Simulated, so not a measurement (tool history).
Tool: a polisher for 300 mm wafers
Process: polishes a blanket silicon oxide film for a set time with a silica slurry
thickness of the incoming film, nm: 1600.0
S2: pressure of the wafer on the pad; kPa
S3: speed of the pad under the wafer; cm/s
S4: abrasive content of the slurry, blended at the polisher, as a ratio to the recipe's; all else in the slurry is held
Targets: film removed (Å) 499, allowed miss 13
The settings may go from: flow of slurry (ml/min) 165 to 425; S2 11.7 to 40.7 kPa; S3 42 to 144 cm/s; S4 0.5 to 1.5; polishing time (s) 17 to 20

Run 1, hour 0: flow of slurry (ml/min) 275, S2 26.2 kPa, S3 92 cm/s, S4 1, polishing time (s) 20. Result: film removed (Å) 433.64.
Run 2, hour 1.8: flow of slurry (ml/min) 275, S2 26.9 kPa, S3 92 cm/s, S4 1, polishing time (s) 20. Result: film removed (Å) 447.32.
Run 3, hour 9: flow of slurry (ml/min) 320, S2 26.9 kPa, S3 92 cm/s, S4 1, polishing time (s) 20. Result: film removed (Å) 442.33.
Run 4, hour 16.4: flow of slurry (ml/min) 320, S2 26.9 kPa, S3 92 cm/s, S4 1.15, polishing time (s) 20. Result: film removed (Å) 477.86.
Run 5, hour 18.5: flow of slurry (ml/min) 320, S2 26.9 kPa, S3 92 cm/s, S4 1.15, polishing time (s) 17. Result: film removed (Å) 412.27.
Run 6, hour 26.6: flow of slurry (ml/min) 320, S2 27.6 kPa, S3 92 cm/s, S4 1.15, polishing time (s) 17. Result: film removed (Å) 416.71.
Run 7, hour 27.3: flow of slurry (ml/min) 320, S2 28.3 kPa, S3 92 cm/s, S4 1.15, polishing time (s) 17. Result: film removed (Å) 425.26.
Run 8, hour 34.5: flow of slurry (ml/min) 330, S2 33.1 kPa, S3 92 cm/s, S4 1.15, polishing time (s) 17. Result: film removed (Å) 480.06.

Which of these 4 next moves meets every target?
Run A, hour 41.7: flow of slurry (ml/min) 310, S2 33.8 kPa, S3 84 cm/s, S4 1.35, polishing time (s) 17. Result: film removed (Å) ?.
Run B, hour 41.7: flow of slurry (ml/min) 350, S2 31 kPa, S3 90 cm/s, S4 1.2, polishing time (s) 17. Result: film removed (Å) ?.
Run C, hour 41.7: flow of slurry (ml/min) 425, S2 27.6 kPa, S3 94 cm/s, S4 0.95, polishing time (s) 20. Result: film removed (Å) ?.
Run D, hour 41.7: flow of slurry (ml/min) 295, S2 33.8 kPa, S3 94 cm/s, S4 1, polishing time (s) 17. Result: film removed (Å) ?.

move  film removed (Å)
   A            508.07
   B            469.77
   C             460.8
   D            462.81
A: meets every target
B: further off than the last run
C: further off than the last run
D: further off than the last run
The right move is A.
